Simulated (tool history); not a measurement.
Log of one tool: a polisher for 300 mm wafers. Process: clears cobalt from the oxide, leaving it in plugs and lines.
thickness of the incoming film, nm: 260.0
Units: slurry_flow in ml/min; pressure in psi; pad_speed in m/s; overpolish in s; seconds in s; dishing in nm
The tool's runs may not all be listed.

run,hour,slurry_flow,pressure,pad_speed,overpolish,seconds,dishing
1,0,230,1.7,1.26,14,41.711,46.36
2,8.6,270,1.7,1.26,14,41.732,45.507
3,15.9,270,1.8,1.28,13,38.278,45.944
4,20.2,270,1.9,1.28,12,37.213,45.435
5,27.8,290,1.9,1.28,12,36.484,44.547
6,36.5,290,1.9,1.28,15,36.006,50.271
7,43.9,290,2,1.3,13,34.672,48.291
8,44.4,290,2.1,1.32,12,31.541,48.07

Run 9 comes next. What will it give?
9,50.5,290,2.1,1.32,11,?,?

{"run 9": {"seconds": 32.101, "dishing": 46.559}}
